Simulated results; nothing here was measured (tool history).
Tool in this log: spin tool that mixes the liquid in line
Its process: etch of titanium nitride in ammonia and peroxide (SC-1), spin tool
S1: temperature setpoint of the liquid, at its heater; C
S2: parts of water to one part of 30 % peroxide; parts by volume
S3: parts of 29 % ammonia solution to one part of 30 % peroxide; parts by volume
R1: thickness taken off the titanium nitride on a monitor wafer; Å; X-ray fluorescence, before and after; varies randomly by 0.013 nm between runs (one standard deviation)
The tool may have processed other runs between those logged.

{"run": 1, "hour": 0.0, "S1": 46.0, "S2": 10.5, "S3": 0.6, "time under the liquid (s)": 80, "R1": 32.234}
{"run": 2, "hour": 2.5, "S1": 45.5, "S2": 10.5, "S3": 0.6, "time under the liquid (s)": 80, "R1": 31.118}
{"run": 3, "hour": 5.2, "S1": 45.5, "S2": 12.0, "S3": 0.6, "time under the liquid (s)": 80, "R1": 29.202}
{"run": 4, "hour": 10.1, "S1": 45.5, "S2": 8.5, "S3": 0.6, "time under the liquid (s)": 80, "R1": 35.097}
{"run": 5, "hour": 15.9, "S1": 44.5, "S2": 8.5, "S3": 0.6, "time under the liquid (s)": 80, "R1": 32.169}
{"run": 6, "hour": 22.3, "S1": 44.0, "S2": 8.5, "S3": 0.6, "time under the liquid (s)": 80, "R1": 31.23}

What does the tool deliver on the next run?
{"run": 7, "hour": 28.6, "S1": 43.5, "S2": 8.5, "S3": 0.6, "time under the liquid (s)": 80, "R1": "?"}

Run 7 gave R1 30.069 Å.

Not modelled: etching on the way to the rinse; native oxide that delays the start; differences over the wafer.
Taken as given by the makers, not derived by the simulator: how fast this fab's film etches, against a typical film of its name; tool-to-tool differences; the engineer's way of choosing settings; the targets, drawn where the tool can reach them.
